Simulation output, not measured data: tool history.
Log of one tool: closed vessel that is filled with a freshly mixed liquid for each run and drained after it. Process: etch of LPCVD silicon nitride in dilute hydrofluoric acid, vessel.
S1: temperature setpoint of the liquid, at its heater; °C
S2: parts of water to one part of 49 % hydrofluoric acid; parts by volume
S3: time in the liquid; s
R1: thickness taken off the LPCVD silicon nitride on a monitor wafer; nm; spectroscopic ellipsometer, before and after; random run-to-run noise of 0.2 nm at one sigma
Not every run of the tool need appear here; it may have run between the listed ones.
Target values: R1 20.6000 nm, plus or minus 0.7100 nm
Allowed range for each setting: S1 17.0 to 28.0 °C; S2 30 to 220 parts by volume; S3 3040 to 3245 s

run 1 hour=0.0 | S1=20.0 S2=125 S3=3040 | R1=9.1388
run 2 hour=3.6 | S1=20.0 S2=125 S3=3245 | R1=9.7167
run 3 hour=12.0 | S1=20.0 S2=160 S3=3245 | R1=7.6404
run 4 hour=18.6 | S1=20.0 S2=160 S3=3245 | R1=7.6145
run 5 hour=26.0 | S1=22.5 S2=160 S3=3245 | R1=8.9076
run 6 hour=34.0 | S1=24.0 S2=140 S3=3245 | R1=11.0370
run 7 hour=41.7 | S1=25.0 S2=125 S3=3245 | R1=13.5770
run 8 hour=48.7 | S1=26.0 S2=115 S3=3245 | R1=15.9450
run 9 hour=57.6 | S1=26.5 S2=110 S3=3245 | R1=17.0490
run 10 hour=61.9 | S1=27.0 S2=105 S3=3245 | R1=18.3320
run 11 hour=67.8 | S1=27.5 S2=105 S3=3245 | R1=18.7740

Pick the move, out of 5, that brings all results within their allowed miss; only one does.
run A hour=73.7 | S1=28.0 S2=120 S3=3180 | R1=?
run B hour=73.7 | S1=28.0 S2=100 S3=3230 | R1=?
run C hour=73.7 | S1=26.0 S2=90 S3=3105 | R1=?
run D hour=73.7 | S1=27.5 S2=90 S3=3245 | R1=?
run E hour=73.7 | S1=28.0 S2=105 S3=3190 | R1=?

move=A R1=16.4730
move=B R1=20.0820
move=C R1=18.8460
move=D R1=21.7040
move=E R1=18.8890
A: further off than the last run
B: every result within its allowed miss
C: no better and no worse than the last run
D: takes the biggest miss from the last run beyond its target
E: better than the last run, though not everything is in spec
So the answer is move B, the one that meets all the targets.
